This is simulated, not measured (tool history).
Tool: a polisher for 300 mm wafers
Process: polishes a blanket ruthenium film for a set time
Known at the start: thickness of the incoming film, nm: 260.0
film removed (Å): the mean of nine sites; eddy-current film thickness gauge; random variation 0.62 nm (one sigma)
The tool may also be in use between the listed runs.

run,day,flow of slurry (ml/min),pressure of the wafer on the pad (kPa),speed of the pad under the wafer (m/s),polishing time (s),film removed (Å)
1,0.000,310,15.2,1.12,86,1184.0
2,0.221,310,17.9,1.12,86,1374.6
3,0.388,310,17.2,1.12,86,1316.3
4,0.554,310,21.4,1.12,86,1570.9
5,0.825,310,21.4,1.12,86,1576.1
6,1.083,310,21.4,1.12,86,1578.6
7,1.221,310,20.0,1.12,86,1502.0

The next listed run, before its measurement:
8,1.588,310,18.6,1.12,86,?

Run 8 gave film removed (Å) 1399.4.

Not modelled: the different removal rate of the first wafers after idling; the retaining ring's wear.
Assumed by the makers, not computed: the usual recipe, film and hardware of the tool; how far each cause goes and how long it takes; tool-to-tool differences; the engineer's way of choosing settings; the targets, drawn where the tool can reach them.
